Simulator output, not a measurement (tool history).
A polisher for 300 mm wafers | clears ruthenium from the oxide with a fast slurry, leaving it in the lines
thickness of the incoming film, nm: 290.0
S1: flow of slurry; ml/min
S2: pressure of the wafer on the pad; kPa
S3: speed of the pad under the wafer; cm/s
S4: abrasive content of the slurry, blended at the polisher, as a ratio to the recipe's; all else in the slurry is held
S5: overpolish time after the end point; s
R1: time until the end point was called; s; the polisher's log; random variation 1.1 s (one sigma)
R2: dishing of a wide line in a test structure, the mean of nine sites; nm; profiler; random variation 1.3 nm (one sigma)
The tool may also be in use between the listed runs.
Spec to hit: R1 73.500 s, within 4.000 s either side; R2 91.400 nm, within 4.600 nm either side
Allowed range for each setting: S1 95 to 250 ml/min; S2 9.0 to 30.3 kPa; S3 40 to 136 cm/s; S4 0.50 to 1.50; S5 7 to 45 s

run,day,S1,S2,S3,S4,S5,R1,R2
1,0.000,160,19.3,88,1.00,23,97.082,54.964
2,0.075,160,21.4,88,1.00,25,93.044,63.582
3,0.321,160,21.4,88,1.00,30,90.090,72.922
4,0.608,160,16.5,88,1.00,30,115.290,58.483
5,0.871,160,16.5,88,0.90,30,122.190,56.683
6,1.096,165,20.0,88,0.90,30,101.860,66.246
7,1.129,170,22.1,88,0.90,30,92.518,70.794
8,1.208,170,23.4,88,0.90,31,86.367,78.667
9,1.571,170,24.8,88,0.90,31,82.371,80.832
10,1.704,170,25.5,88,0.90,31,78.967,82.096

Exactly one of the 4 candidate moves below puts every result within its allowed miss. Which one?
A,1.838,190,27.6,98,0.95,28,?,?
B,1.838,140,26.2,94,0.95,28,?,?
C,1.838,185,27.6,92,0.85,28,?,?
D,1.838,160,30.3,78,0.95,33,?,?

move,R1,R2
A,64.530,90.352
B,73.489,82.102
C,73.654,81.964
D,74.939,91.316
A: brings the last run's worst result on target, with another outside its allowed miss
B: just as far off the targets as the last run
C: just as far off the targets as the last run
D: meets every target
Move D is the one to make.
